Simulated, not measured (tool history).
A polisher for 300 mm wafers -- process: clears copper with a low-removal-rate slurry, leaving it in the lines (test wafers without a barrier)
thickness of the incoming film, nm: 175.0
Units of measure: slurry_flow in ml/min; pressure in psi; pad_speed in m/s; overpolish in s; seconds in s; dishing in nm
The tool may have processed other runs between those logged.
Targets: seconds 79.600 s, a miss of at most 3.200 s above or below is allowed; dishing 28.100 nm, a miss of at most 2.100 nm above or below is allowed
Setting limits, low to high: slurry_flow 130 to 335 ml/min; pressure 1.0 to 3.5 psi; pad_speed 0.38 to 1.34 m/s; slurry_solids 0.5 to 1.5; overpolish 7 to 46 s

| run | hour | slurry_flow | pressure | pad_speed | slurry_solids | overpolish | seconds | dishing |
|---|---|---|---|---|---|---|---|---|
| 1 | 0.0 | 215 | 2.2 | 0.86 | 1.0 | 24 | 104.280 | 20.472 |
| 2 | 3.9 | 215 | 2.2 | 0.86 | 1.0 | 18 | 103.310 | 16.503 |
| 3 | 4.9 | 215 | 2.3 | 0.86 | 1.0 | 20 | 101.400 | 18.823 |
| 4 | 6.4 | 215 | 2.4 | 0.86 | 1.0 | 21 | 94.902 | 19.992 |
| 5 | 14.7 | 215 | 2.5 | 0.86 | 1.0 | 22 | 92.725 | 19.636 |
| 6 | 21.7 | 215 | 2.6 | 0.86 | 1.0 | 24 | 87.382 | 21.155 |
| 7 | 26.7 | 215 | 2.6 | 0.86 | 1.0 | 26 | 90.217 | 23.337 |
| 8 | 31.7 | 215 | 2.7 | 0.86 | 1.0 | 27 | 86.360 | 23.383 |
| 9 | 38.2 | 215 | 2.7 | 0.86 | 1.0 | 28 | 86.261 | 24.738 |
| 10 | 39.3 | 215 | 2.7 | 0.86 | 1.0 | 28 | 85.043 | 23.978 |
| 11 | 41.1 | 215 | 2.7 | 0.86 | 1.0 | 29 | 86.615 | 24.410 |
| 12 | 42.3 | 215 | 2.7 | 0.86 | 1.0 | 30 | 85.744 | 25.374 |

Exactly one of the 4 candidate moves below puts every result within its allowed miss. Which one?
| A | 43.5 | 180 | 2.5 | 0.96 | 0.9 | 27 | ? | ? |
| B | 43.5 | 200 | 3.1 | 0.70 | 1.2 | 37 | ? | ? |
| C | 43.5 | 265 | 2.7 | 0.84 | 0.7 | 33 | ? | ? |
| D | 43.5 | 260 | 2.5 | 0.98 | 1.0 | 38 | ? | ? |

| move | seconds | dishing |
|---|---|---|
| A | 86.847 | 22.980 |
| B | 89.049 | 26.000 |
| C | 91.027 | 24.603 |
| D | 79.402 | 26.953 |
A: its largest miss is bigger than the last run's
B: its largest miss is bigger than the last run's
C: its largest miss is bigger than the last run's
D: all results land within tolerance of their targets
So the answer is move D, the one that meets all the targets.
